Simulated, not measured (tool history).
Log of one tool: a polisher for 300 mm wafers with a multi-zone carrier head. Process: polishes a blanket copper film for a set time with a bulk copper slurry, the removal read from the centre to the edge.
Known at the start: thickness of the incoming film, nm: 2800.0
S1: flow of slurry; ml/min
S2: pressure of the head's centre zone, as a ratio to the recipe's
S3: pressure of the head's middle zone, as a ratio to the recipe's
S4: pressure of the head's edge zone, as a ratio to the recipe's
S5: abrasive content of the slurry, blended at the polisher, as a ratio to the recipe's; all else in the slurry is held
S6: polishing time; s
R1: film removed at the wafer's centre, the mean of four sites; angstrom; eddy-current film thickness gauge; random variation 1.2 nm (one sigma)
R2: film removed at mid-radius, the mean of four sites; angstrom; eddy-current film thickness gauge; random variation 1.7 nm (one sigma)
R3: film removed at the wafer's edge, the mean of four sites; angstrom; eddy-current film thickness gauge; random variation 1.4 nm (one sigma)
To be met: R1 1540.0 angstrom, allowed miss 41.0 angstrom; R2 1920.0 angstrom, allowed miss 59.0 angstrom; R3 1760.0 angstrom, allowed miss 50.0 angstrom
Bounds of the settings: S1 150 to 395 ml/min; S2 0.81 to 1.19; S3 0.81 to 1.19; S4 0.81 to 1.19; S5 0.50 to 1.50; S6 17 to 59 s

run,day,S1,S2,S3,S4,S5,S6,R1,R2,R3
1,0.000,250,1.00,1.00,1.00,1.00,38,2612.9,2615.5,2649.6
2,0.138,250,1.05,1.00,1.00,1.00,38,2734.6,2612.2,2656.8
3,0.167,240,1.01,1.01,0.98,0.90,37,2519.5,2495.9,2532.5
4,0.233,240,0.98,1.03,0.96,0.85,35,2276.5,2414.0,2345.4
5,0.358,240,0.98,1.03,0.96,0.70,35,2213.7,2316.8,2264.4
6,0.562,240,0.90,1.03,0.96,0.70,35,2069.6,2339.7,2253.0
7,0.775,230,0.88,1.03,0.95,0.65,34,1900.2,2240.3,2174.8
8,0.808,235,0.87,1.03,0.93,0.60,33,1795.5,2190.0,2022.4
9,1.108,230,0.86,1.01,0.91,0.60,33,1762.0,2115.9,2020.9
10,1.408,230,0.86,1.01,0.90,0.60,33,1794.9,2096.0,2022.6
11,1.688,185,0.81,1.05,0.82,0.50,30,1424.1,1872.0,1657.7
12,1.821,195,0.81,1.05,0.83,0.50,30,1440.5,1872.7,1714.7
13,2.183,205,0.82,1.05,0.83,0.50,30,1470.4,1856.3,1721.9
14,2.221,210,0.83,1.06,0.83,0.50,30,1491.3,1923.9,1719.4

Which of these 4 next moves meets every target?
A,2.258,185,0.91,1.14,0.81,0.50,29,?,?,?
B,2.258,240,0.85,1.17,0.85,0.50,28,?,?,?
C,2.258,195,0.86,1.15,0.81,0.55,30,?,?,?
D,2.258,185,0.87,1.08,0.90,0.85,28,?,?,?

move,R1,R2,R3
A,1552.5,1948.7,1634.2
B,1465.2,2004.4,1658.9
C,1553.5,2077.5,1724.5
D,1550.4,1947.4,1786.8
A: brings the result that was furthest off to its target, and leaves another outside
B: further off than the last run
C: brings the result that was furthest off to its target, and leaves another outside
D: meets every target
Answer: D
